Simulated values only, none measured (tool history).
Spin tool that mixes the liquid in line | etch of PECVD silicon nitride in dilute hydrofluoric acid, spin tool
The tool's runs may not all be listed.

| run | hour | temperature setpoint of the liquid (°C) | parts of water to one part of 49 % hydrofluoric acid (parts by volume) | time under the liquid (s) | thickness taken off the PECVD silicon nitride on a monitor wafer (angstrom) |
|---|---|---|---|---|---|
| 1 | 0.0 | 21.0 | 140 | 325 | 104.75 |
| 2 | 5.8 | 23.5 | 135 | 325 | 128.21 |
| 3 | 13.5 | 25.0 | 135 | 325 | 141.85 |
| 4 | 16.4 | 26.0 | 135 | 325 | 148.78 |
| 5 | 18.3 | 24.5 | 135 | 325 | 136.39 |
| 6 | 24.8 | 22.5 | 135 | 325 | 118.66 |
| 7 | 33.3 | 24.5 | 135 | 325 | 136.48 |
| 8 | 41.3 | 26.0 | 135 | 325 | 149.48 |

Run 9, settings as shown, results not yet in. Your forecast:
| 9 | 45.3 | 27.0 | 135 | 325 | ? |

thickness taken off the PECVD silicon nitride on a monitor wafer (angstrom): 161.00
